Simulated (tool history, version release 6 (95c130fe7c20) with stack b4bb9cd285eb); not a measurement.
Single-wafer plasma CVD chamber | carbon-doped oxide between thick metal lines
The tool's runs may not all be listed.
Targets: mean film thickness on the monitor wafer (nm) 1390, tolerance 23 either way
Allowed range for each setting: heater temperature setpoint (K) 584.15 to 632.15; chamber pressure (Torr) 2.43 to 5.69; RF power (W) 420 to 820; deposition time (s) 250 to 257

run	hour	heater temperature setpoint (K)	chamber pressure (Torr)	RF power (W)	deposition time (s)	mean film thickness on the monitor wafer (nm)
1	0	608.15	4.06	620	250	1507.2
2	8.8	610.15	3.95	615	250	1467.5
3	16.3	612.15	3.91	615	250	1475.8
4	22.7	612.15	3.91	545	250	1360.4
5	27.6	612.15	3.91	480	250	1227.1
6	29.4	610.15	4.12	485	250	1258
7	32.2	608.15	4.29	490	250	1284.6
8	37	606.15	4.41	490	250	1305.6
9	42.5	604.15	4.48	490	250	1316.9
10	44.1	592.15	4.99	500	250	1413.7

Next run, 4 choices. One meets every target within its allowed miss, the rest don't. Which?
A	45.7	595.15	4.95	495	250	?
B	45.7	598.15	5.19	525	250	?
C	45.7	586.15	4.66	465	250	?
D	45.7	593.15	5	495	257	?

move	mean film thickness on the monitor wafer (nm)
A	1394.5
B	1453.7
C	1355
D	1445.5
A: every result within its allowed miss
B: lands further from the targets than the last run did
C: pushes the last run's worst result past its target
D: lands further from the targets than the last run did
So the answer is move A, the one that meets all the targets.
